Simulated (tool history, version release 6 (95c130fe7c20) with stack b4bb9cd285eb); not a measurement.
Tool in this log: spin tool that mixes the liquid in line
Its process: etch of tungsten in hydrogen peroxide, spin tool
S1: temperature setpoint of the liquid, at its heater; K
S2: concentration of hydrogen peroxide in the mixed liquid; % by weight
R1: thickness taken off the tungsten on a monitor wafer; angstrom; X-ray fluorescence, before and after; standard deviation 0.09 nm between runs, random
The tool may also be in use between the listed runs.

{"run": 1, "hour": 0.0, "S1": 329.15, "S2": 18.5, "time under the liquid (s)": 15, "R1": 182.1}
{"run": 2, "hour": 1.2, "S1": 326.65, "S2": 18.5, "time under the liquid (s)": 15, "R1": 155.98}
{"run": 3, "hour": 10.0, "S1": 332.15, "S2": 18.5, "time under the liquid (s)": 15, "R1": 216.81}
{"run": 4, "hour": 18.7, "S1": 329.15, "S2": 18.5, "time under the liquid (s)": 15, "R1": 178.38}
{"run": 5, "hour": 23.1, "S1": 336.15, "S2": 18.5, "time under the liquid (s)": 15, "R1": 269.85}
{"run": 6, "hour": 28.2, "S1": 332.15, "S2": 18.5, "time under the liquid (s)": 15, "R1": 214.33}
{"run": 7, "hour": 30.4, "S1": 329.15, "S2": 18.5, "time under the liquid (s)": 15, "R1": 179.07}
{"run": 8, "hour": 38.2, "S1": 329.15, "S2": 18.5, "time under the liquid (s)": 15, "R1": 182.07}
{"run": 9, "hour": 44.2, "S1": 326.65, "S2": 18.5, "time under the liquid (s)": 15, "R1": 156.17}
{"run": 10, "hour": 50.2, "S1": 324.65, "S2": 18.5, "time under the liquid (s)": 15, "R1": 137.96}
{"run": 11, "hour": 53.8, "S1": 323.15, "S2": 18.5, "time under the liquid (s)": 15, "R1": 126.43}
{"run": 12, "hour": 55.5, "S1": 322.15, "S2": 18.5, "time under the liquid (s)": 15, "R1": 119.57}
{"run": 13, "hour": 62.5, "S1": 322.15, "S2": 18.5, "time under the liquid (s)": 15, "R1": 118.71}
{"run": 14, "hour": 63.2, "S1": 321.15, "S2": 18.5, "time under the liquid (s)": 15, "R1": 111.6}

Expected results for the next run?
{"run": 15, "hour": 63.8, "S1": 320.65, "S2": 18.5, "time under the liquid (s)": 15, "R1": "?"}

R1: 109.13 angstrom
